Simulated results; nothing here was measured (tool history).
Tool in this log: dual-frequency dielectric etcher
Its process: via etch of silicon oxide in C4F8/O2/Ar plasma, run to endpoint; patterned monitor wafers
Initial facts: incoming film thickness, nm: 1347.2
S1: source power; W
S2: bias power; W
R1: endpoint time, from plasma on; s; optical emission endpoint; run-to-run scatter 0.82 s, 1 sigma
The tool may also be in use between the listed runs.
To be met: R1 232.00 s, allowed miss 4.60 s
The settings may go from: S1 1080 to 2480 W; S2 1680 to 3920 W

| run | day | S1 | S2 | R1 |
|---|---|---|---|---|
| 1 | 0.000 | 1780 | 2800 | 257.73 |
| 2 | 0.200 | 1630 | 2800 | 270.57 |
| 3 | 0.454 | 1690 | 2815 | 266.75 |
| 4 | 0.675 | 1740 | 2830 | 260.54 |
| 5 | 0.700 | 1780 | 2841 | 258.74 |
| 6 | 0.879 | 1830 | 2855 | 253.94 |
| 7 | 0.979 | 1870 | 2865 | 251.09 |
| 8 | 1.100 | 1900 | 2874 | 248.18 |

Exactly one of the 4 candidate moves below puts every result within its allowed miss. Which one?
| A | 1.221 | 1660 | 3157 | ? |
| B | 1.221 | 1970 | 2893 | ? |
| C | 1.221 | 2070 | 3272 | ? |
| D | 1.221 | 1860 | 3376 | ? |

| move | R1 |
|---|---|
| A | 261.82 |
| B | 244.74 |
| C | 233.17 |
| D | 243.99 |
A: misses by more than the last run did
B: closer than the last run, but not yet in spec
C: every result lands within tolerance
D: closer than the last run, but not yet in spec
C is the move that brings every result within its allowed miss.
